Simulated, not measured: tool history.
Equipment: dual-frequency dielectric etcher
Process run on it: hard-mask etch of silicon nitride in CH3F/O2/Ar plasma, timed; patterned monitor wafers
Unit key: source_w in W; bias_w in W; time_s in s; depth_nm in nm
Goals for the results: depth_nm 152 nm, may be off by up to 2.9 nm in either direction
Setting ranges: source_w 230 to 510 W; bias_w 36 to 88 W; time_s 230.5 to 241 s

run	hour	source_w	bias_w	time_s	depth_nm
1	0	370	62	230.5	127.42
2	2.1	370	62	230.5	127.24
3	4.9	370	62	230.5	126.92
4	7.7	370	58	230.5	124.61
5	12.6	390	60	231	130.24
6	18.9	430	60	231	135.49
7	22.5	440	61	231	136.42
8	30	500	73	234	154.62

Which of these 4 next moves meets every target?
A	37.5	480	80	233.5	?
B	37.5	510	61	241	?
C	37.5	500	80	230.5	?
D	37.5	510	70	241	?

move	depth_nm
A	158.48
B	152.23
C	159.07
D	159.78
A: the biggest miss grows against the last run
B: in spec on every target
C: the biggest miss grows against the last run
D: the biggest miss grows against the last run
Go with B: it meets all targets.
